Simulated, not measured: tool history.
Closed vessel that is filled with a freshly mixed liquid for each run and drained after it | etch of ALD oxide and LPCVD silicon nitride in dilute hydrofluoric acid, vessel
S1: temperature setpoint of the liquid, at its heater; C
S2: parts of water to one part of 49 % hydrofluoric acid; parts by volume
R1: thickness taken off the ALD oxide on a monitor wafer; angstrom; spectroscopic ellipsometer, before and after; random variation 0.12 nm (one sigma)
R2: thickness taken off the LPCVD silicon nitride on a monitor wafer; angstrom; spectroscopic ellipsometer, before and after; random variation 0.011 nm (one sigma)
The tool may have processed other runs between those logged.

{"run": 1, "hour": 0.0, "S1": 23.0, "S2": 110, "time in the liquid (s)": 160, "R1": 330.21, "R2": 7.7958}
{"run": 2, "hour": 4.8, "S1": 21.5, "S2": 125, "time in the liquid (s)": 160, "R1": 269.47, "R2": 6.1618}
{"run": 3, "hour": 8.5, "S1": 20.5, "S2": 135, "time in the liquid (s)": 160, "R1": 232.83, "R2": 5.0977}
{"run": 4, "hour": 16.2, "S1": 20.0, "S2": 145, "time in the liquid (s)": 160, "R1": 214.16, "R2": 4.797}
{"hour": 21.0, "done": "thermometer replaced"}
{"run": 5, "hour": 21.0, "S1": 19.5, "S2": 155, "time in the liquid (s)": 160, "R1": 184.46, "R2": 3.9159}
{"run": 6, "hour": 29.2, "S1": 19.5, "S2": 120, "time in the liquid (s)": 160, "R1": 245.01, "R2": 4.6282}
{"run": 7, "hour": 30.3, "S1": 19.0, "S2": 135, "time in the liquid (s)": 160, "R1": 213.71, "R2": 4.373}

What does the tool deliver on the next run?
{"run": 8, "hour": 38.3, "S1": 19.0, "S2": 135, "time in the liquid (s)": 160, "R1": "?", "R2": "?"}

R1: 211.70 angstrom
R2: 4.4738 angstrom
